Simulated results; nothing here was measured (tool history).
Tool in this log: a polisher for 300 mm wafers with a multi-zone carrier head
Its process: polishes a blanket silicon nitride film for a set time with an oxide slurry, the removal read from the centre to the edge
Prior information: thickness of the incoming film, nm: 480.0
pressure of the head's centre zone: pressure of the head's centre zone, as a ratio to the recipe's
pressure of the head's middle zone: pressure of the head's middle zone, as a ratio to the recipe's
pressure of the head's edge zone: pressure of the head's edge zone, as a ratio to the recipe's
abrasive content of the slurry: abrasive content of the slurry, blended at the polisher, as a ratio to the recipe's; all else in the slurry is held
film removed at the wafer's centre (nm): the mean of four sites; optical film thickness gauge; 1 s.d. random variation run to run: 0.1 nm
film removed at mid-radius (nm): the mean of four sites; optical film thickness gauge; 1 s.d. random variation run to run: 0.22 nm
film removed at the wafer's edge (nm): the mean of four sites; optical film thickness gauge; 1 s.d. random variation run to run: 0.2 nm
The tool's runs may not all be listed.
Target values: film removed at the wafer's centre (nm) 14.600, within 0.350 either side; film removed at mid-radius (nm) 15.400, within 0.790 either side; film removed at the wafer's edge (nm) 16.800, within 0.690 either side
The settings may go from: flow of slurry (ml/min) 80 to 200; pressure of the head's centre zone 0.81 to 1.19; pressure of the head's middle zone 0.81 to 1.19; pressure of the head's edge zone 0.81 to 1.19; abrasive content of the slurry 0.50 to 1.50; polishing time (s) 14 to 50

run  hour  flow of slurry (ml/min)  pressure of the head's centre zone  pressure of the head's middle zone  pressure of the head's edge zone  abrasive content of the slurry  polishing time (s)  film removed at the wafer's centre (nm)  film removed at mid-radius (nm)  film removed at the wafer's edge (nm)
  1   0.0                      130                                1.00                                1.00                              1.00                            1.00                  32                                   29.147                           29.569                                 29.451
  2   3.9                      120                                0.95                                0.96                              0.97                            0.85                  30                                   22.716                           22.657                                 24.263
  3  10.9                      115                                0.92                                0.96                              0.93                            0.75                  30                                   19.529                           20.179                                 20.837
  4  18.1                      115                                0.92                                0.96                              0.93                            0.65                  30                                   16.176                           17.432                                 17.302
  5  22.8                      115                                0.92                                0.96                              0.97                            0.65                  30                                   16.358                           16.725                                 17.470
  6  27.5                      105                                0.90                                0.96                              0.97                            0.65                  30                                   15.671                           16.285                                 17.419
  7  28.6                      100                                0.89                                0.96                              0.97                            0.65                  30                                   15.323                           16.447                                 17.375
  8  37.4                       85                                0.88                                0.91                              0.95                            0.60                  30                                   13.106                           13.624                                 14.880
  9  43.4                       95                                0.88                                0.92                              0.96                            0.60                  30                                   13.570                           14.109                                 15.226
 10  46.2                       95                                0.88                                0.92                              0.96                            0.60                  30                                   13.302                           13.987                                 15.174
 11  55.2                      105                                0.88                                0.93                              0.97                            0.60                  30                                   13.750                           14.100                                 15.400
 12  57.9                      105                                0.88                                0.95                              0.99                            0.60                  30                                   13.722                           14.826                                 15.888

Which of these 5 next moves meets every target?
  A  60.6                       90                                0.91                                0.96                              1.02                            0.80                  23                                        ?                                ?                                      ?
  B  60.6                       80                                0.91                                0.88                              0.87                            0.80                  25                                        ?                                ?                                      ?
  C  60.6                      100                                0.88                                1.06                              0.98                            0.60                  32                                        ?                                ?                                      ?
  D  60.6                       90                                0.81                                0.93                              1.10                            0.60                  31                                        ?                                ?                                      ?
  E  60.6                      110                                0.94                                0.97                              1.08                            0.70                  25                                        ?                                ?                                      ?

move  film removed at the wafer's centre (nm)  film removed at mid-radius (nm)  film removed at the wafer's edge (nm)
   A                                   14.713                           15.028                                 16.690
   B                                   15.517                           14.813                                 16.570
   C                                   14.427                           16.510                                 16.400
   D                                   12.524                           14.018                                 16.599
   E                                   15.080                           14.940                                 16.707
A: every result within its allowed miss
B: pushes the last run's worst result past its target
C: corrects the largest miss of the last run, while another result sits out of spec
D: misses by more than the last run did
E: pushes the last run's worst result past its target
The move that meets every target is A.
